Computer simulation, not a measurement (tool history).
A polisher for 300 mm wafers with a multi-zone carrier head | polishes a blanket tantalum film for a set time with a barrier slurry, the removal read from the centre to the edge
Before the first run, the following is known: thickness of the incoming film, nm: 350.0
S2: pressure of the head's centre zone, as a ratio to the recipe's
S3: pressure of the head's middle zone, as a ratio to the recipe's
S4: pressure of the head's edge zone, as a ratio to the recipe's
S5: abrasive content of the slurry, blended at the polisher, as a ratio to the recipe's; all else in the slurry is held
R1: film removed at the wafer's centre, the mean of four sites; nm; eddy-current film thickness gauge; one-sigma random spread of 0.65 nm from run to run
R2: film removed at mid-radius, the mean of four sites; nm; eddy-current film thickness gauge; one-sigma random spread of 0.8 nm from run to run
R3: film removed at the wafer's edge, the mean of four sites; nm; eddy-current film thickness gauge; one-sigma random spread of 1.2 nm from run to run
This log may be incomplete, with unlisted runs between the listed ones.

Run 1, hour 0.0: flow of slurry (ml/min) 290, S2 1.00, S3 1.00, S4 1.00, S5 1.00, polishing time (s) 55. Result: R1 96.080 nm, R2 95.067 nm, R3 97.410 nm.
Run 2, hour 5.2: flow of slurry (ml/min) 290, S2 0.98, S3 1.01, S4 1.01, S5 1.00, polishing time (s) 55. Result: R1 94.409 nm, R2 95.912 nm, R3 97.453 nm.
Run 3, hour 8.3: flow of slurry (ml/min) 290, S2 0.98, S3 1.01, S4 1.01, S5 1.00, polishing time (s) 47. Result: R1 79.590 nm, R2 80.370 nm, R3 84.777 nm.
Run 4, hour 15.7: flow of slurry (ml/min) 290, S2 0.98, S3 1.01, S4 1.01, S5 1.10, polishing time (s) 47. Result: R1 81.589 nm, R2 84.007 nm, R3 87.438 nm.
Run 5, hour 21.4: flow of slurry (ml/min) 295, S2 0.97, S3 1.03, S4 1.03, S5 1.15, polishing time (s) 47. Result: R1 82.839 nm, R2 87.176 nm, R3 87.518 nm.
Run 6, hour 26.2: flow of slurry (ml/min) 290, S2 0.95, S3 1.03, S4 1.04, S5 1.20, polishing time (s) 48. Result: R1 85.292 nm, R2 89.840 nm, R3 92.895 nm.
Run 7, hour 35.2: flow of slurry (ml/min) 290, S2 0.94, S3 1.05, S4 1.05, S5 1.20, polishing time (s) 48. Result: R1 83.319 nm, R2 90.807 nm, R3 92.368 nm.
Run 8, hour 41.3: flow of slurry (ml/min) 290, S2 0.93, S3 1.06, S4 1.06, S5 1.25, polishing time (s) 48. Result: R1 83.862 nm, R2 93.804 nm, R3 95.992 nm.
At hour 42.7: slurry nozzle cleaned.
Run 9, hour 42.7: flow of slurry (ml/min) 295, S2 0.93, S3 1.07, S4 1.07, S5 1.25, polishing time (s) 48. Result: R1 85.531 nm, R2 97.853 nm, R3 94.564 nm.
Run 10, hour 47.1: flow of slurry (ml/min) 280, S2 0.83, S3 1.09, S4 1.16, S5 1.50, polishing time (s) 49. Result: R1 81.985 nm, R2 105.420 nm, R3 109.680 nm.
Run 11, hour 49.3: flow of slurry (ml/min) 280, S2 0.83, S3 1.09, S4 1.16, S5 1.50, polishing time (s) 49. Result: R1 81.048 nm, R2 105.170 nm, R3 107.710 nm.

What will run 12 give?
Run 12, hour 53.8: flow of slurry (ml/min) 285, S2 0.83, S3 1.09, S4 1.15, S5 1.50, polishing time (s) 49. Result: R1 ?, R2 ?, R3 ?.

R1: 81.975 nm
R2: 106.120 nm
R3: 107.840 nm
